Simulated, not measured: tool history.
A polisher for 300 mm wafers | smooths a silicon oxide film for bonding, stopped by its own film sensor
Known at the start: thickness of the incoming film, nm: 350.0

run,hour,flow of slurry (ml/min),pressure of the wafer on the pad (psi),speed of the pad under the wafer (cm/s),abrasive content of the slurry,target thickness at which the film sensor stops the polish (nm),time until the film sensor stopped the polish (s)
1,0.0,275,2.3,112,1.0,237,148.28
2,3.8,275,2.0,112,1.0,237,170.17
3,9.1,275,2.2,112,1.0,237,155.74
4,12.7,275,2.3,112,1.0,237,144.75
5,20.9,275,2.4,112,1.0,237,145.72
6,25.6,275,2.2,112,1.0,237,158.65
7,30.4,275,2.3,112,1.0,237,145.46

Forecast run 8:
8,39.2,275,2.4,112,1.0,237,?

{"run 8": {"time until the film sensor stopped the polish (s)": 142.69}}
